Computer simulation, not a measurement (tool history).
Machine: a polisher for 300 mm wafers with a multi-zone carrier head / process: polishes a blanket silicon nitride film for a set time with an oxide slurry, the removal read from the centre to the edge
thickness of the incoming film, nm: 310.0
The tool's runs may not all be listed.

run  hour  flow of slurry (ml/min)  pressure of the head's centre zone  pressure of the head's middle zone  pressure of the head's edge zone  abrasive content of the slurry  polishing time (s)  film removed at the wafer's centre (angstrom)  film removed at mid-radius (angstrom)  film removed at the wafer's edge (angstrom)
  1     0                      260                                   1                                   1                                 1                               1                  40                                         447.04                                 439.76                                       448.61
  2   1.9                      265                                1.02                                1.03                              1.04                            1.15                  40                                          493.8                                 510.24                                       490.61
  3   3.1                      270                                1.04                                1.02                              1.08                            1.25                  40                                         524.17                                 518.58                                       518.96
  4  11.2                      270                                1.04                                1.02                              1.04                            1.25                  40                                         519.06                                 520.93                                        509.4
  5  18.9                      275                                1.05                                1.03                              1.07                            1.35                  41                                         567.22                                 533.83                                       554.22
  6  24.5                      280                                1.06                                1.07                               1.1                             1.4                  41                                         571.02                                 574.75                                       567.49

Predict the results of run 7:
  7  28.9                      285                                1.07                                1.08                              1.12                            1.45                  42                                              ?                                      ?                                            ?

film removed at the wafer's centre (angstrom): 601.4
film removed at mid-radius (angstrom): 598.03
film removed at the wafer's edge (angstrom): 582.9

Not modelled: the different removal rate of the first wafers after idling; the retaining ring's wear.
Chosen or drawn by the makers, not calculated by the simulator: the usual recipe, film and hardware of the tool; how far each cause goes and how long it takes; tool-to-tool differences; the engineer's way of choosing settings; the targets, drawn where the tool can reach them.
